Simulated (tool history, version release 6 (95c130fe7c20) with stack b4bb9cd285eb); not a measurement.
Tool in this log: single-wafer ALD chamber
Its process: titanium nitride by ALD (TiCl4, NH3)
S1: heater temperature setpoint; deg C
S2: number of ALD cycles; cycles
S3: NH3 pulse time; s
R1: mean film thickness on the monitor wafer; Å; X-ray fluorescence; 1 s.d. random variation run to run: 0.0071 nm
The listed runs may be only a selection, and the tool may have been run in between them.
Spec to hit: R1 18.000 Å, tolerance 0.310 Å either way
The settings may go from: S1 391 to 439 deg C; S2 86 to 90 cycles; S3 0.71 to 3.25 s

Run 1, hour 0.0: S1 415 deg C, S2 90 cycles, S3 1.98 s. Result: R1 19.460 Å.
Run 2, hour 1.0: S1 415 deg C, S2 90 cycles, S3 1.98 s. Result: R1 19.425 Å.
Run 3, hour 4.3: S1 415 deg C, S2 90 cycles, S3 1.98 s. Result: R1 19.257 Å.
Run 4, hour 5.7: S1 414 deg C, S2 90 cycles, S3 1.84 s. Result: R1 19.377 Å.
Run 5, hour 7.4: S1 414 deg C, S2 90 cycles, S3 2.08 s. Result: R1 19.257 Å.
Run 6, hour 16.4: S1 414 deg C, S2 90 cycles, S3 1.59 s. Result: R1 19.240 Å.
Run 7, hour 18.5: S1 412 deg C, S2 90 cycles, S3 1.49 s. Result: R1 19.014 Å.
Run 8, hour 19.7: S1 411 deg C, S2 90 cycles, S3 1.47 s. Result: R1 19.143 Å.
Run 9, hour 21.8: S1 410 deg C, S2 90 cycles, S3 1.39 s. Result: R1 18.915 Å.
Run 10, hour 29.6: S1 409 deg C, S2 90 cycles, S3 1.38 s. Result: R1 19.010 Å.
Run 11, hour 34.9: S1 408 deg C, S2 90 cycles, S3 1.33 s. Result: R1 18.965 Å.
Run 12, hour 37.3: S1 402 deg C, S2 86 cycles, S3 0.71 s. Result: R1 17.194 Å.
Run 13, hour 46.3: S1 404 deg C, S2 88 cycles, S3 0.72 s. Result: R1 17.584 Å.

Which of these 5 next moves meets every target?
Run A, hour 55.3: S1 401 deg C, S2 88 cycles, S3 0.71 s. Result: R1 ?.
Run B, hour 55.3: S1 400 deg C, S2 90 cycles, S3 0.73 s. Result: R1 ?.
Run C, hour 55.3: S1 418 deg C, S2 90 cycles, S3 1.09 s. Result: R1 ?.
Run D, hour 55.3: S1 404 deg C, S2 90 cycles, S3 1.10 s. Result: R1 ?.
Run E, hour 55.3: S1 413 deg C, S2 86 cycles, S3 0.79 s. Result: R1 ?.

move      R1
   A  17.548
   B  17.985
   C  18.983
   D  18.792
   E  17.624
A: misses by more than the last run did
B: meets every target
C: moves the result that the last run missed by most past its target, out the other side
D: moves the result that the last run missed by most past its target, out the other side
E: nearer than the last run, and not there yet
B meets every target.
